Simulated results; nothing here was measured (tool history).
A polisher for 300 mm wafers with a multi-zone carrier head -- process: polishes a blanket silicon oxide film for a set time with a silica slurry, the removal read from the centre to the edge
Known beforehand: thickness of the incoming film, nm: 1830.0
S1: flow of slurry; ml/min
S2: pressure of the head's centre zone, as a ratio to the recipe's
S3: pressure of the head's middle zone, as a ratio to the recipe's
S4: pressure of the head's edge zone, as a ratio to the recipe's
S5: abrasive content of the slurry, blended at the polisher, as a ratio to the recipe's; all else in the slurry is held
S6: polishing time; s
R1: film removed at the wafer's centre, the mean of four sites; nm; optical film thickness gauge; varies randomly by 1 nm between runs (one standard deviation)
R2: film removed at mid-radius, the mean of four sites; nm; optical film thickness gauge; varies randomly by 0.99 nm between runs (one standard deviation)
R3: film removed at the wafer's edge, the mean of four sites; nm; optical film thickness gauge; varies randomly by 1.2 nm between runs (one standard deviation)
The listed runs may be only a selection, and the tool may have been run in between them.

run  hour   S1    S2    S3    S4    S5  S6       R1       R2       R3
  1   0.0  140  1.00  1.00  1.00  1.00  71  173.050  185.750  176.220
  2   3.7  130  0.96  0.98  1.00  0.85  64  130.360  143.530  142.910
  3   8.2  130  0.96  0.98  1.00  0.85  57  117.870  127.070  124.870
  4  10.4  125  0.93  0.97  0.98  0.75  56   97.211  108.250  113.310
  5  14.8  125  0.92  0.98  0.94  0.70  55   90.128  102.690  101.890
  6  19.0  120  0.90  0.97  0.92  0.70  55   89.297   99.427   97.678
  7  26.9  115  0.88  0.97  0.93  0.70  55   84.444  101.820   96.022
  8  33.7  110  0.86  0.94  0.94  0.70  55   80.686   95.225   96.453
  9  42.6  105  0.85  0.93  0.94  0.70  55   78.170   94.390   94.520
 10  46.8  105  0.85  0.93  0.94  0.70  55   80.944   94.054   96.597
 11  52.3  100  0.84  0.93  0.94  0.70  55   77.730   93.775   94.659
 12  57.6  100  0.83  0.92  0.94  0.70  55   75.690   91.779   94.103
 13  58.3  100  0.83  0.91  0.93  0.70  55   76.535   88.983   96.004

Run 14 comes next. What will it give?
 14  58.9  100  0.82  0.91  0.92  0.70  55   ?   ?   ?

{"run 14": {"R1": 74.466, "R2": 91.838, "R3": 93.879}}
